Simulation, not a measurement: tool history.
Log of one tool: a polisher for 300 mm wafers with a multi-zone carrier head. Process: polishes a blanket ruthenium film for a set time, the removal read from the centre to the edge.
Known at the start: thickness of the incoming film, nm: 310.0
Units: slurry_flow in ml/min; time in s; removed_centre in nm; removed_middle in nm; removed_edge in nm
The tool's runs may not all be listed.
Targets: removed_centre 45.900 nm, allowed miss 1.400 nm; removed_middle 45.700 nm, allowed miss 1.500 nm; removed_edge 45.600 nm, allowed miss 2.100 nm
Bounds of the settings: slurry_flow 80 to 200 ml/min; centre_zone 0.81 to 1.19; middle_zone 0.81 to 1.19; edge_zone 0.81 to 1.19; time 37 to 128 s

Run 1, day 0.000: slurry_flow 130 ml/min, centre_zone 1.00, middle_zone 1.00, edge_zone 1.00, time 82 s. Result: removed_centre 77.606 nm, removed_middle 76.071 nm, removed_edge 80.496 nm.
Run 2, day 0.075: slurry_flow 130 ml/min, centre_zone 1.00, middle_zone 1.00, edge_zone 1.07, time 82 s. Result: removed_centre 79.156 nm, removed_middle 76.481 nm, removed_edge 80.783 nm.
Run 3, day 0.433: slurry_flow 130 ml/min, centre_zone 1.00, middle_zone 1.01, edge_zone 1.06, time 74 s. Result: removed_centre 70.484 nm, removed_middle 70.042 nm, removed_edge 73.205 nm.
Run 4, day 0.646: slurry_flow 130 ml/min, centre_zone 1.01, middle_zone 1.01, edge_zone 1.05, time 68 s. Result: removed_centre 64.982 nm, removed_middle 65.015 nm, removed_edge 66.474 nm.
Run 5, day 0.833: slurry_flow 130 ml/min, centre_zone 1.01, middle_zone 1.01, edge_zone 1.05, time 58 s. Result: removed_centre 56.756 nm, removed_middle 54.639 nm, removed_edge 58.588 nm.
Run 6, day 0.917: slurry_flow 130 ml/min, centre_zone 1.02, middle_zone 1.02, edge_zone 1.03, time 55 s. Result: removed_centre 53.340 nm, removed_middle 51.719 nm, removed_edge 53.861 nm.
Run 7, day 1.008: slurry_flow 125 ml/min, centre_zone 1.02, middle_zone 1.03, edge_zone 1.01, time 55 s. Result: removed_centre 53.312 nm, removed_middle 53.322 nm, removed_edge 53.488 nm.
Run 8, day 1.162: slurry_flow 120 ml/min, centre_zone 1.02, middle_zone 1.02, edge_zone 0.99, time 54 s. Result: removed_centre 51.386 nm, removed_middle 50.530 nm, removed_edge 51.227 nm.
Run 9, day 1.233: slurry_flow 115 ml/min, centre_zone 1.02, middle_zone 1.02, edge_zone 0.98, time 54 s. Result: removed_centre 51.222 nm, removed_middle 50.070 nm, removed_edge 51.235 nm.
Run 10, day 1.396: slurry_flow 115 ml/min, centre_zone 1.02, middle_zone 1.02, edge_zone 0.98, time 54 s. Result: removed_centre 50.457 nm, removed_middle 50.647 nm, removed_edge 50.532 nm.
Run 11, day 1.538: slurry_flow 110 ml/min, centre_zone 1.02, middle_zone 1.01, edge_zone 0.97, time 54 s. Result: removed_centre 51.020 nm, removed_middle 48.743 nm, removed_edge 49.613 nm.
Run 12, day 1.738: slurry_flow 85 ml/min, centre_zone 0.95, middle_zone 1.03, edge_zone 0.90, time 52 s. Result: removed_centre 42.037 nm, removed_middle 44.798 nm, removed_edge 44.958 nm.
Run 13, day 1.912: slurry_flow 90 ml/min, centre_zone 0.96, middle_zone 1.03, edge_zone 0.90, time 52 s. Result: removed_centre 43.102 nm, removed_middle 46.076 nm, removed_edge 45.192 nm.
Run 14, day 2.283: slurry_flow 90 ml/min, centre_zone 0.97, middle_zone 1.03, edge_zone 0.90, time 52 s. Result: removed_centre 43.576 nm, removed_middle 45.279 nm, removed_edge 46.120 nm.
Run 15, day 2.558: slurry_flow 90 ml/min, centre_zone 0.98, middle_zone 1.03, edge_zone 0.89, time 52 s. Result: removed_centre 43.155 nm, removed_middle 46.187 nm, removed_edge 43.867 nm.
Run 16, day 2.733: slurry_flow 90 ml/min, centre_zone 0.98, middle_zone 1.02, edge_zone 0.89, time 52 s. Result: removed_centre 43.557 nm, removed_middle 46.258 nm, removed_edge 45.669 nm.
Run 17, day 2.779: slurry_flow 90 ml/min, centre_zone 0.99, middle_zone 1.02, edge_zone 0.89, time 52 s. Result: removed_centre 44.000 nm, removed_middle 44.923 nm, removed_edge 45.377 nm.

Which of these 4 next moves meets every target?
Run A, day 2.825: slurry_flow 95 ml/min, centre_zone 1.04, middle_zone 1.10, edge_zone 1.00, time 53 s. Result: removed_centre ?, removed_middle ?, removed_edge ?.
Run B, day 2.825: slurry_flow 85 ml/min, centre_zone 0.97, middle_zone 0.96, edge_zone 0.93, time 56 s. Result: removed_centre ?, removed_middle ?, removed_edge ?.
Run C, day 2.825: slurry_flow 100 ml/min, centre_zone 0.95, middle_zone 1.06, edge_zone 0.88, time 50 s. Result: removed_centre ?, removed_middle ?, removed_edge ?.
Run D, day 2.825: slurry_flow 90 ml/min, centre_zone 1.01, middle_zone 1.02, edge_zone 0.87, time 53 s. Result: removed_centre ?, removed_middle ?, removed_edge ?.

move  removed_centre  removed_middle  removed_edge
   A          48.328          50.147        48.368
   B          45.819          45.746        48.819
   C          42.274          46.498        44.016
   D          46.079          46.330        45.607
A: takes the result that was furthest off past its target
B: brings the result that was furthest off to its target, and leaves another outside
C: further off than the last run
D: meets every target
The right move is D.
